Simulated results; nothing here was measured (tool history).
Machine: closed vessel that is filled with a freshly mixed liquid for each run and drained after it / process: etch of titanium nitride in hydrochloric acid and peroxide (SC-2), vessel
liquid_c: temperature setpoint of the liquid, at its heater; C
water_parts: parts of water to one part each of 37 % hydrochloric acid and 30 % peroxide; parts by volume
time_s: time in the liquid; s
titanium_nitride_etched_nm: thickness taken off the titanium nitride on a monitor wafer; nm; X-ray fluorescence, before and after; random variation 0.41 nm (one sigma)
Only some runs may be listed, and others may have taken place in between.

{"run": 1, "hour": 0.0, "liquid_c": 50, "water_parts": 6.5, "time_s": 630, "titanium_nitride_etched_nm": 22.99}
{"run": 2, "hour": 9.4, "liquid_c": 50, "water_parts": 7.5, "time_s": 630, "titanium_nitride_etched_nm": 20.569}
{"run": 3, "hour": 17.2, "liquid_c": 54, "water_parts": 7.5, "time_s": 630, "titanium_nitride_etched_nm": 26.841}
{"run": 4, "hour": 23.7, "liquid_c": 54, "water_parts": 7.5, "time_s": 490, "titanium_nitride_etched_nm": 20.983}
{"run": 5, "hour": 27.6, "liquid_c": 54, "water_parts": 7.5, "time_s": 630, "titanium_nitride_etched_nm": 27.262}
{"hour": 32.4, "done": "chemicals flow meter replaced"}
{"run": 6, "hour": 32.4, "liquid_c": 54, "water_parts": 7.5, "time_s": 630, "titanium_nitride_etched_nm": 29.154}
{"run": 7, "hour": 37.5, "liquid_c": 56, "water_parts": 7.5, "time_s": 630, "titanium_nitride_etched_nm": 33.23}

What does the tool deliver on the next run?
{"run": 8, "hour": 43.2, "liquid_c": 57.5, "water_parts": 7.5, "time_s": 630, "titanium_nitride_etched_nm": "?"}

Run 8 produced titanium_nitride_etched_nm 36.023 nm.
